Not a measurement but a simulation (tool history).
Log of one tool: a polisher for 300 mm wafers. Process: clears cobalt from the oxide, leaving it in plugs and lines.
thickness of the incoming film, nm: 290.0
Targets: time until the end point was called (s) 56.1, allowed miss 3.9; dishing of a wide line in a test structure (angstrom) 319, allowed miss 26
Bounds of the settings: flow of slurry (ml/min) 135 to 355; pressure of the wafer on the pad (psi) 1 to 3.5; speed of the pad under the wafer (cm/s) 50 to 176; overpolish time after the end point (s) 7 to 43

run,hour,flow of slurry (ml/min),pressure of the wafer on the pad (psi),speed of the pad under the wafer (cm/s),overpolish time after the end point (s),time until the end point was called (s),dishing of a wide line in a test structure (angstrom)
1,0,225,2.2,112,22,37.908,490.65
2,3.5,225,2.4,112,22,34.991,488.14
3,7.7,210,2.4,102,20,37.074,464.63
4,10.6,210,2.4,88,20,42.212,472.22
5,11.6,210,2.8,88,20,36.307,477.75
6,16.1,210,2.8,70,20,45.3,462.38
7,21.8,200,2.7,68,18,48.405,426.61
8,25.5,190,2.7,68,16,47.983,399.78
9,31.9,185,2.6,68,15,50.027,387.62
10,35.1,180,2.6,68,14,51.434,375.19
11,40.6,175,2.6,68,13,50.848,359.7
12,41.4,175,2.6,68,13,49.833,358.86
13,45.2,170,2.6,68,13,51.957,372.15
14,54.2,170,2.6,68,12,50.747,343.49

4 next moves are on the table. One of them brings every result within its allowed miss. Which?
A,63.2,145,2.3,86,7,?,?
B,63.2,195,2.9,50,11,?,?
C,63.2,150,2.3,72,14,?,?
D,63.2,180,2.4,80,15,?,?

move,time until the end point was called (s),dishing of a wide line in a test structure (angstrom)
A,47.35,266.83
B,55.794,321.68
C,54.44,372.58
D,46.576,413.02
A: further off than the last run
B: meets every target
C: brings the result that was furthest off to its target, and leaves another outside
D: further off than the last run
The right move is B.

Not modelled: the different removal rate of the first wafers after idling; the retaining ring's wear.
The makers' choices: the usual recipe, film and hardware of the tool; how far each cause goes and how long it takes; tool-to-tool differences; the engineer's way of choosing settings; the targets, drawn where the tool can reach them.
